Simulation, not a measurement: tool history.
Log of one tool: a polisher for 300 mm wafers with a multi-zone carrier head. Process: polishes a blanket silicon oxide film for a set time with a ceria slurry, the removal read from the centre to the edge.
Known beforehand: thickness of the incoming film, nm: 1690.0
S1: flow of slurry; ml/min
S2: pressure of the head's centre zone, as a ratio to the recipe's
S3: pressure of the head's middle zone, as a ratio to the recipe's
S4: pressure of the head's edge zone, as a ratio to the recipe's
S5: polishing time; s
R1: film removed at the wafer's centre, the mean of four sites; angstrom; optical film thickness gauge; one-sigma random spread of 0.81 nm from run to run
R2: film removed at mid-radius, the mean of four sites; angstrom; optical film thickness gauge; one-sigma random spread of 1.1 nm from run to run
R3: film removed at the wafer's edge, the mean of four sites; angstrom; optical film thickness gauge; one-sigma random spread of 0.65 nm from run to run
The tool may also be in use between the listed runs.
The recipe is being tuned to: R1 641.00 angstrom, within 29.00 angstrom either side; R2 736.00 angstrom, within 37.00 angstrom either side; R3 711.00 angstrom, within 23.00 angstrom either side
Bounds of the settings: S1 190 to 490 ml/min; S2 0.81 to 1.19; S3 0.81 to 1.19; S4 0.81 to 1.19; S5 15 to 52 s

Run 1, hour 0.0: S1 315 ml/min, S2 1.00, S3 1.00, S4 1.00, S5 33 s. Result: R1 1375.40 angstrom, R2 1359.60 angstrom, R3 1361.50 angstrom.
Run 2, hour 3.6: S1 315 ml/min, S2 1.00, S3 1.00, S4 1.07, S5 33 s. Result: R1 1344.50 angstrom, R2 1371.30 angstrom, R3 1392.30 angstrom.
Run 3, hour 4.7: S1 315 ml/min, S2 1.00, S3 1.00, S4 1.07, S5 29 s. Result: R1 1205.20 angstrom, R2 1206.10 angstrom, R3 1224.50 angstrom.
Run 4, hour 12.2: S1 380 ml/min, S2 1.00, S3 1.00, S4 1.07, S5 29 s. Result: R1 1195.90 angstrom, R2 1231.00 angstrom, R3 1237.30 angstrom.
Run 5, hour 19.1: S1 330 ml/min, S2 0.95, S3 1.00, S4 1.01, S5 25 s. Result: R1 989.44 angstrom, R2 1038.60 angstrom, R3 1050.30 angstrom.
Run 6, hour 23.5: S1 320 ml/min, S2 0.92, S3 1.01, S4 0.97, S5 22 s. Result: R1 856.98 angstrom, R2 923.28 angstrom, R3 891.21 angstrom.
Run 7, hour 32.0: S1 320 ml/min, S2 0.89, S3 1.00, S4 0.96, S5 21 s. Result: R1 795.13 angstrom, R2 853.79 angstrom, R3 854.80 angstrom.
Run 8, hour 37.4: S1 320 ml/min, S2 0.87, S3 1.01, S4 0.94, S5 20 s. Result: R1 734.55 angstrom, R2 821.42 angstrom, R3 795.75 angstrom.
Run 9, hour 40.4: S1 320 ml/min, S2 0.85, S3 1.01, S4 0.92, S5 20 s. Result: R1 706.91 angstrom, R2 824.61 angstrom, R3 796.57 angstrom.
Run 10, hour 46.5: S1 315 ml/min, S2 0.84, S3 1.00, S4 0.89, S5 20 s. Result: R1 722.53 angstrom, R2 815.93 angstrom, R3 783.61 angstrom.
Run 11, hour 53.7: S1 310 ml/min, S2 0.81, S3 0.99, S4 0.89, S5 16 s. Result: R1 574.89 angstrom, R2 670.30 angstrom, R3 622.89 angstrom.
Run 12, hour 58.2: S1 370 ml/min, S2 0.87, S3 1.05, S4 0.99, S5 16 s. Result: R1 598.49 angstrom, R2 707.58 angstrom, R3 659.90 angstrom.
Run 13, hour 64.2: S1 365 ml/min, S2 0.88, S3 1.05, S4 1.00, S5 16 s. Result: R1 599.25 angstrom, R2 702.37 angstrom, R3 665.88 angstrom.
Run 14, hour 68.3: S1 365 ml/min, S2 0.89, S3 1.05, S4 1.01, S5 16 s. Result: R1 618.52 angstrom, R2 690.19 angstrom, R3 665.87 angstrom.
Run 15, hour 71.1: S1 365 ml/min, S2 0.88, S3 1.05, S4 1.01, S5 16 s. Result: R1 612.66 angstrom, R2 685.23 angstrom, R3 681.06 angstrom.
Run 16, hour 75.4: S1 365 ml/min, S2 0.88, S3 1.06, S4 1.01, S5 16 s. Result: R1 610.44 angstrom, R2 717.66 angstrom, R3 667.65 angstrom.
Run 17, hour 76.3: S1 365 ml/min, S2 0.88, S3 1.06, S4 1.02, S5 16 s. Result: R1 601.78 angstrom, R2 688.02 angstrom, R3 663.09 angstrom.
Run 18, hour 79.1: S1 370 ml/min, S2 0.88, S3 1.05, S4 1.02, S5 16 s. Result: R1 612.69 angstrom, R2 724.54 angstrom, R3 661.29 angstrom.
Run 19, hour 81.5: S1 355 ml/min, S2 0.88, S3 1.06, S4 1.01, S5 16 s. Result: R1 606.99 angstrom, R2 686.70 angstrom, R3 662.26 angstrom.
Run 20, hour 88.1: S1 365 ml/min, S2 0.88, S3 1.04, S4 1.02, S5 16 s. Result: R1 618.70 angstrom, R2 704.88 angstrom, R3 674.00 angstrom.
Run 21, hour 90.0: S1 400 ml/min, S2 0.88, S3 1.03, S4 1.08, S5 16 s. Result: R1 613.70 angstrom, R2 697.45 angstrom, R3 695.52 angstrom.
Run 22, hour 93.9: S1 405 ml/min, S2 0.88, S3 1.03, S4 1.07, S5 16 s. Result: R1 616.09 angstrom, R2 685.69 angstrom, R3 681.40 angstrom.
Run 23, hour 95.7: S1 405 ml/min, S2 0.90, S3 1.09, S4 1.11, S5 17 s. Result: R1 671.26 angstrom, R2 769.74 angstrom, R3 744.93 angstrom.
Run 24, hour 99.5: S1 405 ml/min, S2 0.90, S3 1.08, S4 1.10, S5 17 s. Result: R1 657.12 angstrom, R2 762.52 angstrom, R3 746.05 angstrom.
Run 25, hour 105.0: S1 405 ml/min, S2 0.90, S3 1.07, S4 1.09, S5 17 s. Result: R1 656.01 angstrom, R2 756.47 angstrom, R3 740.72 angstrom.
Run 26, hour 111.5: S1 400 ml/min, S2 0.90, S3 1.06, S4 1.04, S5 16 s. Result: R1 632.38 angstrom, R2 702.79 angstrom, R3 677.55 angstrom.
Run 27, hour 114.6: S1 395 ml/min, S2 0.90, S3 1.06, S4 1.05, S5 16 s. Result: R1 615.64 angstrom, R2 697.05 angstrom, R3 681.54 angstrom.
Run 28, hour 120.8: S1 385 ml/min, S2 0.90, S3 1.07, S4 1.06, S5 16 s. Result: R1 624.56 angstrom, R2 714.53 angstrom, R3 682.37 angstrom.

Which one of the following 5 next-run settings gets every result inside its allowed miss? There is exactly one.
Run A, hour 127.0: S1 490 ml/min, S2 0.88, S3 1.06, S4 0.92, S5 16 s. Result: R1 ?, R2 ?, R3 ?.
Run B, hour 127.0: S1 290 ml/min, S2 0.90, S3 1.06, S4 1.06, S5 17 s. Result: R1 ?, R2 ?, R3 ?.
Run C, hour 127.0: S1 360 ml/min, S2 1.02, S3 0.98, S4 1.12, S5 16 s. Result: R1 ?, R2 ?, R3 ?.
Run D, hour 127.0: S1 490 ml/min, S2 0.86, S3 0.95, S4 1.14, S5 16 s. Result: R1 ?, R2 ?, R3 ?.
Run E, hour 127.0: S1 405 ml/min, S2 0.82, S3 0.86, S4 1.03, S5 18 s. Result: R1 ?, R2 ?, R3 ?.

move      R1      R2      R3
   A  632.14  721.95  656.35
   B  650.75  733.66  718.49
   C  691.02  659.79  706.54
   D  620.69  657.99  725.68
   E  663.56  672.86  770.97
A: its largest miss is bigger than the last run's
B: meets every target
C: brings the result that was furthest off to its target, and leaves another outside
D: brings the result that was furthest off to its target, and leaves another outside
E: carries the result that was furthest off beyond its target, to the other side
Correct choice: B, which meets every target

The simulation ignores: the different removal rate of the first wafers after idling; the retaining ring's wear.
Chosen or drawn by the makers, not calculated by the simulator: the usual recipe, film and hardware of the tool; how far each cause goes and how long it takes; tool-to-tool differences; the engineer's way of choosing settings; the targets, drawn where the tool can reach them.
